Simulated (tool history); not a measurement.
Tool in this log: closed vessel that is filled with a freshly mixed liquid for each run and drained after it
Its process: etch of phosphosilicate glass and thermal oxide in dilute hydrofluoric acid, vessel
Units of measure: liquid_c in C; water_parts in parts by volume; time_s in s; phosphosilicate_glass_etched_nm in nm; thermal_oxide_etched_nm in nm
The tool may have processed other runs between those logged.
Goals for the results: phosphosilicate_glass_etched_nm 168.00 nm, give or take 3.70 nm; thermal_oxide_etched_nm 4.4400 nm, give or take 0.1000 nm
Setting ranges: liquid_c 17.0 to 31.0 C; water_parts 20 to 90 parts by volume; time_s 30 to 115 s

run,hour,liquid_c,water_parts,time_s,phosphosilicate_glass_etched_nm,thermal_oxide_etched_nm
1,0.0,23.0,50,60,247.31,6.5246
2,1.7,23.0,55,60,225.09,5.8927
3,7.4,21.0,55,60,204.41,5.4351
4,12.5,21.0,55,45,154.75,4.0676
5,21.6,21.0,45,45,191.77,5.0395
6,29.3,21.0,45,35,147.78,3.9161
7,30.2,22.0,45,35,154.95,4.1007
8,39.0,23.0,45,35,161.39,4.2432

Of the 5 settings listed for the next run, only one would bring every result within its allowed miss of target. Which one?
A,47.8,22.5,65,55,?,?
B,47.8,25.5,50,35,?,?
C,47.8,17.0,40,40,?,?
D,47.8,20.0,40,35,?,?
E,47.8,20.5,35,30,?,?

move,phosphosilicate_glass_etched_nm,thermal_oxide_etched_nm
A,168.99,4.4214
B,161.20,4.2177
C,162.87,4.2614
D,162.27,4.2456
E,163.38,4.2748
A: meets every target
B: misses by more than the last run did
C: closer than the last run, but not yet in spec
D: about the same distance from the targets as the last run
E: closer than the last run, but not yet in spec
Move A is the one to make.

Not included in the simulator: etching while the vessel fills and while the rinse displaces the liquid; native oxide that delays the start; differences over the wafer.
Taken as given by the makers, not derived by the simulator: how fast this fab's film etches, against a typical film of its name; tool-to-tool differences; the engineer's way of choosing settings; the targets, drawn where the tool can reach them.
